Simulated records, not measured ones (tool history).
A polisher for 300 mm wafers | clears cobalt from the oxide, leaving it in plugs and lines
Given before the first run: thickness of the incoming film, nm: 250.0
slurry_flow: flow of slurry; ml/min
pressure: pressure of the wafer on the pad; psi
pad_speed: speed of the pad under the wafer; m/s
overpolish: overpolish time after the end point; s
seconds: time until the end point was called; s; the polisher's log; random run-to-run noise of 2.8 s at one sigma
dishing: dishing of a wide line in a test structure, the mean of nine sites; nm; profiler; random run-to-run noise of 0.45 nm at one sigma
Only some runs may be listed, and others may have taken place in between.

| run | hour | slurry_flow | pressure | pad_speed | overpolish | seconds | dishing |
|---|---|---|---|---|---|---|---|
| 1 | 0.0 | 265 | 1.9 | 1.24 | 9 | 54.327 | 33.846 |
| 2 | 7.8 | 265 | 1.6 | 1.24 | 9 | 66.188 | 30.581 |
| 3 | 14.0 | 265 | 1.6 | 1.24 | 5 | 67.247 | 17.748 |
| 4 | 18.4 | 265 | 1.6 | 1.06 | 5 | 74.036 | 16.662 |
| 5 | 23.9 | 245 | 1.4 | 0.92 | 7 | 96.806 | 16.908 |
| 6 | 28.6 | 215 | 1.4 | 0.92 | 7 | 99.750 | 16.972 |
| 7 | 29.9 | 210 | 1.3 | 0.88 | 8 | 110.100 | 17.534 |

What does the tool deliver on the next run?
| 8 | 31.0 | 205 | 1.2 | 0.84 | 9 | ? | ? |

{"run 8": {"seconds": 124.34, "dishing": 17.303}}

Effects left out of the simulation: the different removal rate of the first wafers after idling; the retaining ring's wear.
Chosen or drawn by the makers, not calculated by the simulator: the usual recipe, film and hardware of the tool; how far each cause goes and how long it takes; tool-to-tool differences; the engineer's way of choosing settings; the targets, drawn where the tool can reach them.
